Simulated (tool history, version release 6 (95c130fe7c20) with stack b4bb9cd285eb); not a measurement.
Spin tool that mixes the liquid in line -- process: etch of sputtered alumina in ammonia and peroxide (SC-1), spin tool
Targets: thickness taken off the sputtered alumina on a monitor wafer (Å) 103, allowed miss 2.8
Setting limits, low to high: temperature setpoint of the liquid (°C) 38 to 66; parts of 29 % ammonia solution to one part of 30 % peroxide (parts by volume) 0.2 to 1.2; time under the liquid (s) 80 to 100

| run | day | temperature setpoint of the liquid (°C) | parts of 29 % ammonia solution to one part of 30 % peroxide (parts by volume) | time under the liquid (s) | thickness taken off the sputtered alumina on a monitor wafer (Å) |
|---|---|---|---|---|---|
| 1 | 0 | 50 | 0.8 | 100 | 64.9 |
| 2 | 0.375 | 51.5 | 0.8 | 100 | 70.104 |
| 3 | 0.45 | 53 | 0.8 | 100 | 75.867 |
| 4 | 0.583 | 53 | 0.7 | 100 | 74.907 |
| 5 | 0.662 | 53 | 0.85 | 100 | 76.908 |
| 6 | 0.904 | 53 | 0.85 | 100 | 76.682 |
| 7 | 1.25 | 54 | 0.85 | 100 | 80.738 |
| 8 | 1.562 | 55 | 0.85 | 100 | 85.705 |
| 9 | 1.762 | 55.5 | 0.85 | 100 | 87.344 |

Of the 5 settings listed for the next run, only one would bring every result within its allowed miss of target. Which one?
| A | 1.962 | 63 | 0.75 | 80 | ? |
| B | 1.962 | 59.5 | 0.7 | 80 | ? |
| C | 1.962 | 63.5 | 1.2 | 80 | ? |
| D | 1.962 | 56 | 0.85 | 100 | ? |
| E | 1.962 | 61 | 1 | 100 | ? |

| move | thickness taken off the sputtered alumina on a monitor wafer (Å) |
|---|---|
| A | 101.58 |
| B | 84.45 |
| C | 108.91 |
| D | 89.591 |
| E | 117.92 |
A: every result within its allowed miss
B: lands further from the targets than the last run did
C: moves the result that the last run missed by most past its target, out the other side
D: gains on the last run, yet a result remains outside its allowed miss
E: moves the result that the last run missed by most past its target, out the other side
Move A is the one to make.
